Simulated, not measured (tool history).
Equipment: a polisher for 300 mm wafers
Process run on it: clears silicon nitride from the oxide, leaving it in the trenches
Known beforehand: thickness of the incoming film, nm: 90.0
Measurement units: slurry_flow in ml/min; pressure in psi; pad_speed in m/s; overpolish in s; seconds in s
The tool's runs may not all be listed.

run	hour	slurry_flow	pressure	pad_speed	overpolish	seconds
1	0.0	295	2.9	1.14	47	95.187
2	5.4	295	2.9	0.92	47	119.070
3	9.8	295	3.4	0.94	47	103.580
4	16.0	295	4.0	0.94	47	92.850
5	21.7	300	4.2	1.04	47	82.933
6	24.9	300	4.2	1.04	50	82.139
7	31.2	300	4.3	1.12	50	73.899
8	34.0	300	4.4	1.16	50	72.105
9	42.6	300	4.4	1.20	50	68.095

Predict the results of run 10:
10	50.1	300	4.5	1.24	50	?

seconds: 66.887 s

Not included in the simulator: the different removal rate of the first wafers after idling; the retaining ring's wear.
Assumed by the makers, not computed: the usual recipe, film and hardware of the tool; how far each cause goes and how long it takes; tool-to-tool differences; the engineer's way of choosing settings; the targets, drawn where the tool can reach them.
